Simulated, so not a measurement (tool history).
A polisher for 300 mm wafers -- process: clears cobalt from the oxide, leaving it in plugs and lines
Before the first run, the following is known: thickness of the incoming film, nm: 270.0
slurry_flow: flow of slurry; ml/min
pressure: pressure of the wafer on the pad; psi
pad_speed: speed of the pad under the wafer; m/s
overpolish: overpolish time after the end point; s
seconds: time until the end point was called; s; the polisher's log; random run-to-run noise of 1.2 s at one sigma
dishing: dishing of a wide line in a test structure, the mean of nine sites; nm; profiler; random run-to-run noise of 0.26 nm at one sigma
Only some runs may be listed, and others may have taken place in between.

run    day  slurry_flow  pressure  pad_speed  overpolish  seconds  dishing
  1      0          175       1.3       1.24          11   63.759   38.549
  2    0.1          175       1.3       1.24           7   62.196   26.784
  3  0.438          175       1.6       1.24           7   51.494    31.41
  4  0.571          175       1.6       1.12           7     57.7   27.934
  5  0.696          175       1.6       0.94           7   68.755    25.12
  6  0.775          175       1.5       0.94           6   70.811   20.972

Forecast run 7:
  7    1          175       1.4       0.94           6        ?        ?

seconds: 75.89 s
dishing: 20.191 nm

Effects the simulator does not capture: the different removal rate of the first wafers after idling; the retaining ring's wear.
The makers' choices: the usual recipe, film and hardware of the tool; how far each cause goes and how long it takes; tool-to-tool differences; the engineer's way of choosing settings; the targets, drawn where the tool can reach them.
